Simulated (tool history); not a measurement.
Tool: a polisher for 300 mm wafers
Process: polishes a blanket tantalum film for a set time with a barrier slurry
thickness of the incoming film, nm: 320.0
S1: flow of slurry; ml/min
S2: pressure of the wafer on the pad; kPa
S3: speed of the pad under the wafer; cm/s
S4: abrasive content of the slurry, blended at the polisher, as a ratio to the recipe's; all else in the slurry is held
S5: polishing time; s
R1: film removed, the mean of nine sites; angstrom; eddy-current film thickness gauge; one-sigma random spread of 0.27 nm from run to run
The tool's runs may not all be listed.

| run | hour | S1 | S2 | S3 | S4 | S5 | R1 |
|---|---|---|---|---|---|---|---|
| 1 | 0 | 165 | 9 | 110 | 1 | 30 | 428.3 |
| 2 | 1.8 | 160 | 8.3 | 110 | 1 | 30 | 395.64 |
| 3 | 6.3 | 160 | 7.6 | 110 | 1 | 30 | 359.65 |
| 4 | 13.1 | 155 | 6.9 | 110 | 1 | 30 | 324.81 |
| 5 | 19.2 | 150 | 6.9 | 110 | 1 | 30 | 332.06 |
| 6 | 24.7 | 150 | 6.9 | 138 | 1 | 30 | 414.78 |
| 7 | 27.6 | 150 | 6.2 | 136 | 1 | 30 | 362.69 |

Run 8 has not been measured yet. What should we expect?
| 8 | 32.6 | 150 | 5.5 | 136 | 1 | 30 | ? |

Logged for run 8: R1 325.97 angstrom.
